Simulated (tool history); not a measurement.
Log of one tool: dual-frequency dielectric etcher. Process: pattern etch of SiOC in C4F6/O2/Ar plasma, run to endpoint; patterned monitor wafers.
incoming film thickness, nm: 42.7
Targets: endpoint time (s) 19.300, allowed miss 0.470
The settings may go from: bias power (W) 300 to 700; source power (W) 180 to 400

Run 1, hour 0.0: bias power (W) 500, source power (W) 290. Result: endpoint time (s) 17.156.
Run 2, hour 4.5: bias power (W) 484, source power (W) 290. Result: endpoint time (s) 17.303.
Run 3, hour 13.2: bias power (W) 484, source power (W) 250. Result: endpoint time (s) 17.977.
Run 4, hour 19.9: bias power (W) 473, source power (W) 250. Result: endpoint time (s) 17.767.
Run 5, hour 21.2: bias power (W) 519, source power (W) 250. Result: endpoint time (s) 17.707.
Run 6, hour 29.5: bias power (W) 506, source power (W) 240. Result: endpoint time (s) 17.649.
Run 7, hour 33.1: bias power (W) 490, source power (W) 240. Result: endpoint time (s) 17.942.
Run 8, hour 34.4: bias power (W) 477, source power (W) 240. Result: endpoint time (s) 18.152.
Run 9, hour 40.7: bias power (W) 467, source power (W) 240. Result: endpoint time (s) 18.234.
Run 10, hour 45.3: bias power (W) 458, source power (W) 240. Result: endpoint time (s) 18.574.
Run 11, hour 52.8: bias power (W) 453, source power (W) 240. Result: endpoint time (s) 18.614.
Run 12, hour 54.4: bias power (W) 448, source power (W) 240. Result: endpoint time (s) 18.301.
Run 13, hour 59.4: bias power (W) 439, source power (W) 240. Result: endpoint time (s) 18.602.

5 next moves are on the table. One of them brings every result within its allowed miss. Which?
Run A, hour 64.4: bias power (W) 492, source power (W) 240. Result: endpoint time (s) ?.
Run B, hour 64.4: bias power (W) 408, source power (W) 220. Result: endpoint time (s) ?.
Run C, hour 64.4: bias power (W) 471, source power (W) 240. Result: endpoint time (s) ?.
Run D, hour 64.4: bias power (W) 475, source power (W) 220. Result: endpoint time (s) ?.
Run E, hour 64.4: bias power (W) 429, source power (W) 280. Result: endpoint time (s) ?.

move  endpoint time (s)
   A             18.015
   B             19.378
   C             18.241
   D             18.580
   E             18.012
A: further off than the last run
B: meets every target
C: further off than the last run
D: as far off as the last run
E: further off than the last run
Answer: B

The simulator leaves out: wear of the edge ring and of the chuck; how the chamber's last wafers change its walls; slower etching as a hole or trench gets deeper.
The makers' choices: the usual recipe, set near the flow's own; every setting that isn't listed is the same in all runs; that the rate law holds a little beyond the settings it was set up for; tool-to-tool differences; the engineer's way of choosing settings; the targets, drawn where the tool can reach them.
